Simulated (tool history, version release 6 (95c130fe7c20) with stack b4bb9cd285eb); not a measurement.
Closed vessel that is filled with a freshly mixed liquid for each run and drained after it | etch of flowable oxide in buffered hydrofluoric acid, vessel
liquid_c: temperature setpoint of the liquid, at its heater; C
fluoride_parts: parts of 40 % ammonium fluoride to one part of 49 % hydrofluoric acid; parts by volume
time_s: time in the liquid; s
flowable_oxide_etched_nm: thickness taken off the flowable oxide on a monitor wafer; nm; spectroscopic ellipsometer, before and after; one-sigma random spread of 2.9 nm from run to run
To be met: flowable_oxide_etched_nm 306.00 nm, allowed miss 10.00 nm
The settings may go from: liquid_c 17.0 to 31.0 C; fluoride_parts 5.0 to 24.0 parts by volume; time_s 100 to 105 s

run	hour	liquid_c	fluoride_parts	time_s	flowable_oxide_etched_nm
1	0.0	23.0	14.5	100	125.15
2	7.7	25.5	14.5	100	140.89
3	12.0	25.5	18.5	100	112.05
4	13.7	27.0	18.5	100	121.63
5	19.7	27.5	16.5	100	141.14
6	20.3	27.5	16.5	105	144.54
7	25.0	28.0	14.5	105	170.60
8	30.3	28.5	13.0	105	196.89
9	33.8	29.0	12.0	105	215.30
10	42.6	29.0	12.0	105	215.19
11	43.3	29.5	11.0	105	246.22
12	44.8	30.0	10.5	105	264.74
13	45.3	30.5	10.0	105	279.68

Next run, 4 choices. One meets every target within its allowed miss, the rest don't. Which?
A	45.8	28.0	9.0	100	?
B	45.8	23.5	6.0	105	?
C	45.8	31.0	11.0	105	?
D	45.8	30.0	10.5	105	?

move	flowable_oxide_etched_nm
A	249.75
B	308.71
C	261.98
D	260.14
A: moves away from the targets compared with the last run
B: every result lands within tolerance
C: moves away from the targets compared with the last run
D: moves away from the targets compared with the last run
Answer: B
